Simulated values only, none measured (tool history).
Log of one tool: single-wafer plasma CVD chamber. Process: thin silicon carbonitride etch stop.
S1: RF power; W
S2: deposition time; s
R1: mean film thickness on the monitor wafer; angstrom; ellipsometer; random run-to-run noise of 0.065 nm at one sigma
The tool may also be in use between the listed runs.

run    day   S1    S2       R1
  1  0.000  210  18.8  100.140
  2  0.242  180  18.8   94.029
  3  0.404  190  18.9   97.126
  4  0.517  170  18.9   92.367
  5  0.738  190  18.9   95.778
  6  0.954  195  19.0   98.567
  7  1.117  200  19.1   99.843

Run 8 comes next. What will it give?
  8  1.325  205  19.2   ?

R1: 102.800 angstrom
